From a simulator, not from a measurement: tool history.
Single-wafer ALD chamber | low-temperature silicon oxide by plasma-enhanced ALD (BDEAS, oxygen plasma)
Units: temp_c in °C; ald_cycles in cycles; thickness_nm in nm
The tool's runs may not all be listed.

Run 1, day 0.000: temp_c 90 °C, ald_cycles 61 cycles. Result: thickness_nm 9.0729 nm.
Run 2, day 0.229: temp_c 90 °C, ald_cycles 65 cycles. Result: thickness_nm 9.5984 nm.
Run 3, day 0.521: temp_c 90 °C, ald_cycles 72 cycles. Result: thickness_nm 10.6490 nm.
Run 4, day 0.683: temp_c 90 °C, ald_cycles 64 cycles. Result: thickness_nm 9.4966 nm.
Run 5, day 0.808: temp_c 90 °C, ald_cycles 68 cycles. Result: thickness_nm 10.0530 nm.
Run 6, day 1.067: temp_c 90 °C, ald_cycles 61 cycles. Result: thickness_nm 9.0362 nm.

The next listed run, before its measurement:
Run 7, day 1.225: temp_c 93 °C, ald_cycles 59 cycles. Result: thickness_nm ?.

thickness_nm: 8.7022 nm

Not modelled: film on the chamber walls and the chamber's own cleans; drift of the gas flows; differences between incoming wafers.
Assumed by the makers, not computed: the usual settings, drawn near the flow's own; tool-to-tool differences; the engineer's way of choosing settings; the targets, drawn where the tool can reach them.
